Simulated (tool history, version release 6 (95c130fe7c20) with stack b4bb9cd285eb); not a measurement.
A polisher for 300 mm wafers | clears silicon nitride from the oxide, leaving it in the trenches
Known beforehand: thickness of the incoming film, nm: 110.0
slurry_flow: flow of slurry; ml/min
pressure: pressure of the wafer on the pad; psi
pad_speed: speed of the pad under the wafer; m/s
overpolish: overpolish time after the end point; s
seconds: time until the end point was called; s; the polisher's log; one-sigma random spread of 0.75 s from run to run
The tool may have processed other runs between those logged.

| run | day | slurry_flow | pressure | pad_speed | overpolish | seconds |
|---|---|---|---|---|---|---|
| 1 | 0 | 270 | 3.2 | 0.98 | 9 | 101.41 |
| 2 | 0.108 | 270 | 3.6 | 0.98 | 9 | 92.225 |
| 3 | 0.262 | 270 | 3.6 | 0.98 | 9 | 90.699 |
| 4 | 0.3 | 310 | 3.6 | 0.98 | 9 | 89.603 |
| 5 | 0.542 | 310 | 4.2 | 0.98 | 9 | 78.569 |
| 6 | 0.583 | 310 | 4.2 | 0.98 | 9 | 78.599 |
| 7 | 0.846 | 310 | 4.2 | 0.98 | 9 | 77.239 |
| 8 | 0.879 | 310 | 4.3 | 0.98 | 9 | 76.88 |
| 9 | 1.096 | 310 | 4.4 | 0.98 | 9 | 75.045 |

What does the tool deliver on the next run?
| 10 | 1.367 | 310 | 4.5 | 0.98 | 9 | ? |

{"run 10": {"seconds": 72.948}}

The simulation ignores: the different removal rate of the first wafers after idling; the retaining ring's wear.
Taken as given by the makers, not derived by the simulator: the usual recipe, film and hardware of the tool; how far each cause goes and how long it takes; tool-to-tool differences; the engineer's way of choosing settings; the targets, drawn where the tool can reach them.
